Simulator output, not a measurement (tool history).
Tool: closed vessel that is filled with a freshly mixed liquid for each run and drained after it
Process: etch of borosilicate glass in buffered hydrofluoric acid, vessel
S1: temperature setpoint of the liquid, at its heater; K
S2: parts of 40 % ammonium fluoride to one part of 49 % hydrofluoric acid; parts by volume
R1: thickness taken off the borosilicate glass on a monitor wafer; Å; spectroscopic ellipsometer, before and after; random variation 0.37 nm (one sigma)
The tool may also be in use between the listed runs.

Run 1, day 0.000: S1 297.15 K, S2 22.0 parts by volume, time in the liquid (s) 30. Result: R1 183.66 Å.
Run 2, day 0.150: S1 297.15 K, S2 22.0 parts by volume, time in the liquid (s) 30. Result: R1 186.42 Å.
Run 3, day 0.221: S1 299.65 K, S2 18.5 parts by volume, time in the liquid (s) 30. Result: R1 245.68 Å.
Run 4, day 0.308: S1 301.15 K, S2 17.0 parts by volume, time in the liquid (s) 30. Result: R1 284.09 Å.
Run 5, day 0.388: S1 301.15 K, S2 22.0 parts by volume, time in the liquid (s) 30. Result: R1 229.80 Å.
Run 6, day 0.496: S1 302.65 K, S2 22.0 parts by volume, time in the liquid (s) 30. Result: R1 247.25 Å.
Run 7, day 0.658: S1 303.65 K, S2 19.0 parts by volume, time in the liquid (s) 30. Result: R1 293.24 Å.
Run 8, day 0.812: S1 304.15 K, S2 17.0 parts by volume, time in the liquid (s) 30. Result: R1 336.67 Å.
Run 9, day 1.196: S1 304.65 K, S2 16.0 parts by volume, time in the liquid (s) 30. Result: R1 373.76 Å.
Run 10, day 1.388: S1 304.65 K, S2 15.5 parts by volume, time in the liquid (s) 30. Result: R1 377.39 Å.
Run 11, day 1.675: S1 304.65 K, S2 15.5 parts by volume, time in the liquid (s) 30. Result: R1 385.89 Å.

Forecast run 12:
Run 12, day 1.867: S1 304.65 K, S2 15.0 parts by volume, time in the liquid (s) 30. Result: R1 ?.

Run 12 gave R1 385.12 Å.
